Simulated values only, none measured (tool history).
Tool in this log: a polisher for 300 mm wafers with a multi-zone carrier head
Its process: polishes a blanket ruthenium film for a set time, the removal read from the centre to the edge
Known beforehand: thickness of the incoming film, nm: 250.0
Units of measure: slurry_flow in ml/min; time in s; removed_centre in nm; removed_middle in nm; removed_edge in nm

{"run": 1, "day": 0.0, "slurry_flow": 290, "centre_zone": 1, "middle_zone": 1, "edge_zone": 1, "time": 66, "removed_centre": 74.569, "removed_middle": 70.428, "removed_edge": 73.856}
{"run": 2, "day": 0.217, "slurry_flow": 305, "centre_zone": 1.03, "middle_zone": 1.05, "edge_zone": 1.02, "time": 70, "removed_centre": 80.614, "removed_middle": 79.629, "removed_edge": 79.313}
{"run": 3, "day": 0.417, "slurry_flow": 315, "centre_zone": 1.07, "middle_zone": 1.07, "edge_zone": 1.04, "time": 72, "removed_centre": 86.164, "removed_middle": 82.816, "removed_edge": 83.683}
{"run": 4, "day": 0.612, "slurry_flow": 315, "centre_zone": 1.01, "middle_zone": 1.07, "edge_zone": 1.04, "time": 72, "removed_centre": 81.69, "removed_middle": 83.645, "removed_edge": 82.34}
{"run": 5, "day": 0.638, "slurry_flow": 325, "centre_zone": 1.05, "middle_zone": 1.1, "edge_zone": 1.05, "time": 74, "removed_centre": 87.963, "removed_middle": 87.929, "removed_edge": 85.287}
{"run": 6, "day": 1.008, "slurry_flow": 335, "centre_zone": 1.07, "middle_zone": 1.12, "edge_zone": 1.06, "time": 76, "removed_centre": 90.632, "removed_middle": 91.128, "removed_edge": 89.25}
{"run": 7, "day": 1.225, "slurry_flow": 335, "centre_zone": 1.09, "middle_zone": 1.14, "edge_zone": 1.05, "time": 78, "removed_centre": 95.723, "removed_middle": 95.334, "removed_edge": 90.727}

What does the tool deliver on the next run?
{"run": 8, "day": 1.283, "slurry_flow": 340, "centre_zone": 1.1, "middle_zone": 1.15, "edge_zone": 1.05, "time": 79, "removed_centre": "?", "removed_middle": "?", "removed_edge": "?"}

{"run 8": {"removed_centre": 96.463, "removed_middle": 96.22, "removed_edge": 91.559}}
